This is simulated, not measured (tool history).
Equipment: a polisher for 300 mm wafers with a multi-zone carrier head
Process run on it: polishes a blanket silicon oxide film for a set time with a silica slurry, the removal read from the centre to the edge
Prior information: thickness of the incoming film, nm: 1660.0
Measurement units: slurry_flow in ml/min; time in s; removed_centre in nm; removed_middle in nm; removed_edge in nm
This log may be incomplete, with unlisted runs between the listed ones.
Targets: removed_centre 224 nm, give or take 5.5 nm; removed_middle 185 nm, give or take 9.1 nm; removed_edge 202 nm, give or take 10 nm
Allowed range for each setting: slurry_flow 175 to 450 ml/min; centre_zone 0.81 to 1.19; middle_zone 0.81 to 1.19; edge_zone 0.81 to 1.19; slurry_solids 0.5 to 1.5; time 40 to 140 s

Run 1, hour 0: slurry_flow 290 ml/min, centre_zone 1, middle_zone 1, edge_zone 1, slurry_solids 1, time 90 s. Result: removed_centre 234.49 nm, removed_middle 232.14 nm, removed_edge 230.54 nm.
Run 2, hour 8.5: slurry_flow 290 ml/min, centre_zone 1, middle_zone 0.95, edge_zone 1, slurry_solids 1, time 90 s. Result: removed_centre 233.21 nm, removed_middle 216.23 nm, removed_edge 227.95 nm.
Run 3, hour 14.8: slurry_flow 250 ml/min, centre_zone 1, middle_zone 0.95, edge_zone 1, slurry_solids 1, time 90 s. Result: removed_centre 231.25 nm, removed_middle 220.17 nm, removed_edge 225.34 nm.
Run 4, hour 18.9: slurry_flow 250 ml/min, centre_zone 1, middle_zone 0.94, edge_zone 0.99, slurry_solids 1, time 90 s. Result: removed_centre 228.95 nm, removed_middle 215.7 nm, removed_edge 230.58 nm.
Run 5, hour 25.1: slurry_flow 260 ml/min, centre_zone 1.01, middle_zone 0.94, edge_zone 0.99, slurry_solids 0.95, time 90 s. Result: removed_centre 231.29 nm, removed_middle 206.24 nm, removed_edge 224.7 nm.
Run 6, hour 31.1: slurry_flow 265 ml/min, centre_zone 1.01, middle_zone 0.94, edge_zone 0.98, slurry_solids 0.95, time 90 s. Result: removed_centre 230.99 nm, removed_middle 212.63 nm, removed_edge 216.16 nm.
Run 7, hour 37.6: slurry_flow 265 ml/min, centre_zone 1.01, middle_zone 0.93, edge_zone 0.98, slurry_solids 0.95, time 90 s. Result: removed_centre 229.03 nm, removed_middle 216.67 nm, removed_edge 218.02 nm.
Run 8, hour 43.4: slurry_flow 265 ml/min, centre_zone 1.01, middle_zone 0.93, edge_zone 0.98, slurry_solids 0.95, time 90 s. Result: removed_centre 230.22 nm, removed_middle 210.84 nm, removed_edge 225.63 nm.
Run 9, hour 45.3: slurry_flow 265 ml/min, centre_zone 1.02, middle_zone 0.93, edge_zone 0.98, slurry_solids 0.9, time 90 s. Result: removed_centre 229.96 nm, removed_middle 208.74 nm, removed_edge 217.79 nm.
Run 10, hour 45.8: slurry_flow 265 ml/min, centre_zone 1.02, middle_zone 0.92, edge_zone 0.97, slurry_solids 0.9, time 90 s. Result: removed_centre 225.49 nm, removed_middle 204.97 nm, removed_edge 213.24 nm.
Run 11, hour 49.3: slurry_flow 265 ml/min, centre_zone 1.02, middle_zone 0.91, edge_zone 0.97, slurry_solids 0.9, time 90 s. Result: removed_centre 224.97 nm, removed_middle 204.66 nm, removed_edge 217.64 nm.
Run 12, hour 54.1: slurry_flow 265 ml/min, centre_zone 1.03, middle_zone 0.9, edge_zone 0.96, slurry_solids 0.9, time 90 s. Result: removed_centre 229.91 nm, removed_middle 200.69 nm, removed_edge 214.83 nm.
Run 13, hour 56.5: slurry_flow 265 ml/min, centre_zone 1.03, middle_zone 0.89, edge_zone 0.95, slurry_solids 0.9, time 90 s. Result: removed_centre 230.88 nm, removed_middle 201.11 nm, removed_edge 209.21 nm.
Run 14, hour 61.3: slurry_flow 265 ml/min, centre_zone 1.03, middle_zone 0.88, edge_zone 0.95, slurry_solids 0.9, time 90 s. Result: removed_centre 227.89 nm, removed_middle 202.32 nm, removed_edge 215.9 nm.
Run 15, hour 64.1: slurry_flow 265 ml/min, centre_zone 1.04, middle_zone 0.87, edge_zone 0.95, slurry_solids 0.9, time 90 s. Result: removed_centre 231.86 nm, removed_middle 194.9 nm, removed_edge 216.79 nm.
Run 16, hour 70: slurry_flow 265 ml/min, centre_zone 1.04, middle_zone 0.86, edge_zone 0.94, slurry_solids 0.9, time 90 s. Result: removed_centre 230.86 nm, removed_middle 192.66 nm, removed_edge 208.34 nm.

Which one of the following 4 next-run settings gets every result inside its allowed miss? There is exactly one.
Run A, hour 75.9: slurry_flow 355 ml/min, centre_zone 0.99, middle_zone 0.88, edge_zone 0.94, slurry_solids 0.8, time 100 s. Result: removed_centre ?, removed_middle ?, removed_edge ?.
Run B, hour 75.9: slurry_flow 270 ml/min, centre_zone 0.99, middle_zone 0.81, edge_zone 1.06, slurry_solids 1.05, time 86 s. Result: removed_centre ?, removed_middle ?, removed_edge ?.
Run C, hour 75.9: slurry_flow 290 ml/min, centre_zone 1.08, middle_zone 0.9, edge_zone 1, slurry_solids 1, time 80 s. Result: removed_centre ?, removed_middle ?, removed_edge ?.
Run D, hour 75.9: slurry_flow 260 ml/min, centre_zone 0.98, middle_zone 0.81, edge_zone 1, slurry_solids 0.8, time 97 s. Result: removed_centre ?, removed_middle ?, removed_edge ?.

move  removed_centre  removed_middle  removed_edge
   A          235.49          210.59        221.98
   B          221.12          185.16        221.89
   C          220.21          185.15        197.64
   D          221.15          187.01        218.22
A: moves away from the targets compared with the last run
B: meets the target for the result that was furthest off, but another lies outside its allowed miss
C: every result within its allowed miss
D: meets the target for the result that was furthest off, but another lies outside its allowed miss
C meets every target.
